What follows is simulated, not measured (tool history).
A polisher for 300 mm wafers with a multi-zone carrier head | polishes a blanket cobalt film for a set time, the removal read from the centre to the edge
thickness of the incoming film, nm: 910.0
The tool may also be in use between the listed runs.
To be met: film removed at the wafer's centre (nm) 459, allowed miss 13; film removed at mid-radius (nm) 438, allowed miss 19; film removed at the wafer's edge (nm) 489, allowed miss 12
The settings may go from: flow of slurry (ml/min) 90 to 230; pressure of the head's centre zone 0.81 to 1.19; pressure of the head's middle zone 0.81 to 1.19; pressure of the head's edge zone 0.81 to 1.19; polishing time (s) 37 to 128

run  hour  flow of slurry (ml/min)  pressure of the head's centre zone  pressure of the head's middle zone  pressure of the head's edge zone  polishing time (s)  film removed at the wafer's centre (nm)  film removed at mid-radius (nm)  film removed at the wafer's edge (nm)
  1     0                      150                                   1                                   1                                 1                  82                                   355.06                           353.07                                 361.34
  2   8.9                      155                                   1                                   1                              1.03                  85                                   368.02                           360.11                                 374.98
  3  17.6                      155                                   1                                   1                              1.05                  89                                   385.07                           384.84                                 391.19
  4  18.2                      155                                0.99                                0.98                              1.06                  92                                   396.82                           390.34                                 414.36
  5    21                      155                                1.07                                0.98                              1.06                  92                                   427.78                           385.57                                 409.44
  6  23.2                      160                                1.05                                0.97                              1.08                  94                                   422.54                           402.59                                 425.92
  7  27.8                      165                                1.05                                0.96                               1.1                  95                                   434.99                           399.33                                 430.59
  8  33.8                      165                                1.04                                0.95                              1.11                  97                                   437.21                            408.6                                 451.47
  9  35.8                      170                                1.04                                0.95                              1.12                  97                                   438.02                           406.94                                 447.84
 10    39                      170                                1.04                                0.95                              1.13                  98                                   450.39                           408.03                                 454.52
 11  45.4                      170                                1.03                                0.95                              1.13                  99                                    448.6                           420.81                                 459.54
 12  51.9                      170                                1.02                                0.95                              1.14                 100                                   447.16                           423.87                                 467.95
 13  59.4                      170                                1.02                                0.95                              1.15                 100                                   452.08                           427.48                                  468.1
 14  61.6                      170                                1.02                                0.95                              1.16                 100                                   447.22                           423.44                                 475.38

Which of these 4 next moves meets every target?
  A  63.8                      230                                1.02                                0.81                              1.14                  99                                        ?                                ?                                      ?
  B  63.8                      145                                1.01                                0.93                              1.19                  98                                        ?                                ?                                      ?
  C  63.8                      140                                0.88                                   1                              1.19                 112                                        ?                                ?                                      ?
  D  63.8                      135                                1.01                                0.95                              1.16                 106                                        ?                                ?                                      ?

move  film removed at the wafer's centre (nm)  film removed at mid-radius (nm)  film removed at the wafer's edge (nm)
   A                                   458.85                           386.22                                 472.31
   B                                    425.1                           401.36                                 458.19
   C                                   425.09                           482.48                                 521.65
   D                                   455.45                           437.29                                    487
A: further off than the last run
B: further off than the last run
C: takes the result that was furthest off past its target
D: meets every target
Move D is the one to make.
